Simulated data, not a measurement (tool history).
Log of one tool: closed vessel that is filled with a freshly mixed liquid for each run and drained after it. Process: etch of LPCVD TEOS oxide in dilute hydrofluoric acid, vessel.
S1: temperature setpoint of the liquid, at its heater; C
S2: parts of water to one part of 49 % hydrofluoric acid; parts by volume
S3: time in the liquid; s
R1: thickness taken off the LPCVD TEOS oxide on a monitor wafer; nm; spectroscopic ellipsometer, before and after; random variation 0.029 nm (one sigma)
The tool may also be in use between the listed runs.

run  hour    S1   S2   S3      R1
  1   0.0  23.0  295  120  14.273
  2   4.2  22.5  305  120  13.436
  3  11.6  22.0  315  120  12.632
  4  14.5  21.5  325  120  11.984
  5  19.0  21.0  335  120  11.304
  6  23.4  22.5  335  120  11.935
  7  28.6  22.5  335  120  12.008

Run 8 comes next. What will it give?
  8  31.6  22.0  345  120   ?

Run 8 gave R1 11.278 nm.
